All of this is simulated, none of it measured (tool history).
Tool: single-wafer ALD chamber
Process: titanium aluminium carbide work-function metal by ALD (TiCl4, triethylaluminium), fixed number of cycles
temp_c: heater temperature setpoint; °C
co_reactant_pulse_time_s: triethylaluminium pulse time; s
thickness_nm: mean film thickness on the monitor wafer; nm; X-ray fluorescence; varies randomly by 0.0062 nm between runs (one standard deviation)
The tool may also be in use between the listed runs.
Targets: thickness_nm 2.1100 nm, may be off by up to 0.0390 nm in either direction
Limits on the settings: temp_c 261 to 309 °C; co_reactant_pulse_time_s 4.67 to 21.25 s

run,hour,temp_c,co_reactant_pulse_time_s,thickness_nm
1,0.0,285,12.96,1.8923
2,7.0,285,10.16,1.8787
3,14.7,293,10.16,1.9526
4,15.4,295,10.28,1.9743
5,23.0,296,10.38,1.9825
6,25.4,297,10.48,1.9922
7,26.5,298,10.57,2.0142
8,27.6,299,10.65,2.0295
9,34.3,300,10.72,2.0311
10,38.4,300,10.72,2.0326
11,44.4,301,10.79,2.0331
12,47.5,302,10.84,2.0477
13,48.2,303,10.89,2.0670
14,52.3,303,10.93,2.0729
15,58.7,303,10.96,2.0648

Consider the 4 candidate settings below. Which is the only one whose results all fall within their allowed miss of target?
A,65.1,304,17.74,?
B,65.1,300,8.38,?
C,65.1,291,13.48,?
D,65.1,293,12.17,?

move,thickness_nm
A,2.1172
B,1.9824
C,1.9705
D,1.9808
A: hits every target within its allowed miss
B: further off than the last run
C: further off than the last run
D: further off than the last run
Answer: A
